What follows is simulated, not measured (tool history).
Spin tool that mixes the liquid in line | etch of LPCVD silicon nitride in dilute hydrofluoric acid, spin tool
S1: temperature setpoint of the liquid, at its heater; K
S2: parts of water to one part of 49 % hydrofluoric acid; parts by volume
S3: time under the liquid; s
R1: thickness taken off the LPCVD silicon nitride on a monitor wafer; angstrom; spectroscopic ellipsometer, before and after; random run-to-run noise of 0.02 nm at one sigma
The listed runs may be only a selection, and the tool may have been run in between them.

run,hour,S1,S2,S3,R1
1,0.0,297.15,95,260,12.5200
2,8.6,297.15,80,260,15.2090
3,9.1,297.15,110,260,11.3860
4,10.6,296.65,110,260,10.9740
5,13.1,298.15,110,260,11.7370
6,19.1,297.65,110,260,11.6630
7,25.7,297.15,110,260,11.0730
8,34.0,296.65,110,260,11.2950

What does the tool deliver on the next run?
9,36.8,296.15,115,260,?

{"run 9": {"R1": 9.7369}}

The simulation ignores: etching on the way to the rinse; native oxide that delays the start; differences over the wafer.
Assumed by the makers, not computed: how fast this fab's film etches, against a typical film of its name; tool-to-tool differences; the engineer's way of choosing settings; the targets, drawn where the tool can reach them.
